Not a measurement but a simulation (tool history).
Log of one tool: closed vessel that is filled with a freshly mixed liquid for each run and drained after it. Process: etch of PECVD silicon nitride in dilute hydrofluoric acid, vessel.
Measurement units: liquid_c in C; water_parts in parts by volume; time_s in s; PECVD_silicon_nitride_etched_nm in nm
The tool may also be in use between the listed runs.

run	hour	liquid_c	water_parts	time_s	PECVD_silicon_nitride_etched_nm
1	0	23	230	375	6.9882
2	2.9	22	230	375	6.4828
3	8.8	23.5	230	375	7.191
4	16.1	24.5	230	375	7.5787
5	24.9	21	230	375	6.1536
6	26.2	21	285	375	4.9143
7	31.4	23.5	275	375	6.0384
8	36.4	25.5	270	375	6.8659

What does the tool deliver on the next run?
9	44.9	27	265	375	?

{"run 9": {"PECVD_silicon_nitride_etched_nm": 7.6754}}

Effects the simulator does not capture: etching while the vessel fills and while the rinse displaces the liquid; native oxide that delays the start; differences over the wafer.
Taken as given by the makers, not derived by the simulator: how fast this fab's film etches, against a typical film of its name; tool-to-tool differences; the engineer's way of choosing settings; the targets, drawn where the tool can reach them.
